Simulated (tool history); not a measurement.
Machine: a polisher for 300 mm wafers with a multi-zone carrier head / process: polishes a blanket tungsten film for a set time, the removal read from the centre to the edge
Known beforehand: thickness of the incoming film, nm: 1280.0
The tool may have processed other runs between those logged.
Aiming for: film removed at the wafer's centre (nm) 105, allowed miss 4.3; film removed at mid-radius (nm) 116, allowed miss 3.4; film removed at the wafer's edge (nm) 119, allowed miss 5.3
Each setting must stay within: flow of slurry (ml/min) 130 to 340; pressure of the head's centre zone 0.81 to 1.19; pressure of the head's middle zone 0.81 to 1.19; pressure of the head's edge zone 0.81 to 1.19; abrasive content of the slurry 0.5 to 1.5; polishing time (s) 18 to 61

run  hour  flow of slurry (ml/min)  pressure of the head's centre zone  pressure of the head's middle zone  pressure of the head's edge zone  abrasive content of the slurry  polishing time (s)  film removed at the wafer's centre (nm)  film removed at mid-radius (nm)  film removed at the wafer's edge (nm)
  1     0                      220                                   1                                   1                                 1                               1                  39                                   137.34                            135.4                                 137.92
  2   4.2                      220                                   1                                1.07                                 1                               1                  39                                   140.14                           142.56                                 133.67
  3   5.5                      210                                0.96                                1.04                              0.98                             0.9                  39                                   130.23                           134.28                                 131.33
  4  11.8                      205                                0.92                                1.03                              0.96                            0.85                  39                                   122.16                           130.79                                 130.47
  5  12.4                      200                                 0.9                                1.02                              0.94                             0.8                  39                                   114.96                           126.59                                 122.69
  6  18.1                      190                                0.89                                   1                              0.94                             0.8                  39                                   114.73                           123.09                                  122.3
  7  26.2                      180                                0.87                                0.99                              0.94                             0.8                  39                                   110.63                           121.56                                 123.49
  8  30.1                      175                                0.86                                0.98                              0.93                             0.8                  39                                   111.19                           120.75                                 121.39
  9  37.9                      160                                0.81                                0.95                              0.94                            0.75                  39                                   99.837                           113.18                                  117.6
 10  39.7                      165                                0.82                                0.95                              0.94                            0.75                  39                                   100.03                            114.1                                 118.57
 11    41                      165                                0.82                                0.95                              0.94                            0.75                  39                                   98.903                           114.44                                 120.01

Exercise: of the 4 proposed moves below, exactly one satisfies all targets within the stated allowed misses. Which move is it?
  A  42.3                      190                                0.84                                0.94                               0.9                            0.75                  39                                        ?                                ?                                      ?
  B  42.3                      165                                0.81                                0.87                              1.01                            0.75                  42                                        ?                                ?                                      ?
  C  42.3                      155                                0.83                                0.92                              1.03                             0.7                  42                                        ?                                ?                                      ?
  D  42.3                      130                                0.84                                0.99                              1.09                             0.6                  42                                        ?                                ?                                      ?

move  film removed at the wafer's centre (nm)  film removed at mid-radius (nm)  film removed at the wafer's edge (nm)
   A                                   107.26                           114.77                                 121.56
   B                                   108.12                           113.17                                 134.62
   C                                   107.18                           114.65                                 131.96
   D                                   99.182                           111.82                                 125.79
A: meets every target
B: brings the last run's worst result on target, with another outside its allowed miss
C: brings the last run's worst result on target, with another outside its allowed miss
D: about as far from the targets as the last run
Move A is the one to make.

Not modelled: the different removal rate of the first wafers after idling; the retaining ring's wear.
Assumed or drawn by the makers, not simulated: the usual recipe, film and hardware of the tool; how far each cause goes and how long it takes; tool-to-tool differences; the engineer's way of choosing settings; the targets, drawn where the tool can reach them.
